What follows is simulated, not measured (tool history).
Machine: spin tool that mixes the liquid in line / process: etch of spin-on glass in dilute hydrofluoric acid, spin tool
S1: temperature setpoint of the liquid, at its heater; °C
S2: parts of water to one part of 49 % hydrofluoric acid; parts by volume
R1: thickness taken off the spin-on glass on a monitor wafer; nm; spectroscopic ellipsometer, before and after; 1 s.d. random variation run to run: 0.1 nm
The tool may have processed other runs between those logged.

run 1 hour=0.0 | S1=20.0 S2=260 time_under_the_liquid_(s)=285 | R1=16.462
run 2 hour=2.6 | S1=20.0 S2=260 time_under_the_liquid_(s)=310 | R1=18.063
run 3 hour=8.1 | S1=20.0 S2=260 time_under_the_liquid_(s)=310 | R1=17.858
run 4 hour=9.3 | S1=22.5 S2=260 time_under_the_liquid_(s)=310 | R1=19.775
run 5 hour=10.0 | S1=21.5 S2=270 time_under_the_liquid_(s)=310 | R1=18.362
run 6 hour=10.9 | S1=21.5 S2=325 time_under_the_liquid_(s)=310 | R1=14.273
run 7 hour=18.5 | S1=21.5 S2=325 time_under_the_liquid_(s)=310 | R1=14.419

Estimate the outcome of run 8 from the log above:
run 8 hour=24.1 | S1=21.0 S2=325 time_under_the_liquid_(s)=310 | R1=?

Run 8 yielded R1 14.176 nm.
